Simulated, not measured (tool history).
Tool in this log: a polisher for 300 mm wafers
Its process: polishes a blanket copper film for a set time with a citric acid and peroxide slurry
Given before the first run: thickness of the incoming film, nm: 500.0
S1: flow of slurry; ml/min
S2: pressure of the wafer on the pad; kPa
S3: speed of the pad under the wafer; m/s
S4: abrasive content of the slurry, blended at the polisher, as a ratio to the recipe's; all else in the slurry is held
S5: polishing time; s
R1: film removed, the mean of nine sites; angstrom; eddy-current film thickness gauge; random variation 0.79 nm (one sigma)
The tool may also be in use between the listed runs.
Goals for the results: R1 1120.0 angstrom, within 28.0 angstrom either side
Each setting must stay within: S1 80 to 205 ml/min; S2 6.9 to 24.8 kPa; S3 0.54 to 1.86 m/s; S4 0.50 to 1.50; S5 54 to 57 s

run	day	S1	S2	S3	S4	S5	R1
1	0.000	135	15.9	1.18	1.00	54	1328.1
2	0.200	115	15.9	1.18	1.00	54	1276.8
3	0.417	115	19.3	1.18	1.00	54	1548.7
4	0.488	110	18.6	1.18	1.00	54	1492.9
5	0.512	85	18.6	1.18	1.00	54	1385.7
6	0.679	85	17.9	1.18	1.00	54	1343.1
7	0.967	85	17.2	1.18	1.00	54	1280.3
8	1.142	85	15.9	1.18	1.00	54	1182.8

Which single option among these 5 for the next run brings every result within its allowed miss of target? Just one does.
A	1.317	80	11.0	1.46	0.90	57	?
B	1.317	90	14.5	1.12	1.10	54	?
C	1.317	90	15.9	1.16	0.90	57	?
D	1.317	85	17.2	0.98	0.95	57	?
E	1.317	95	13.8	1.22	0.90	54	?

move	R1
A	1035.8
B	1065.0
C	1221.5
D	1117.0
E	1077.9
A: takes the biggest miss from the last run beyond its target
B: takes the biggest miss from the last run beyond its target
C: moves away from the targets compared with the last run
D: all results land within tolerance of their targets
E: takes the biggest miss from the last run beyond its target
Correct choice: D, which meets every target
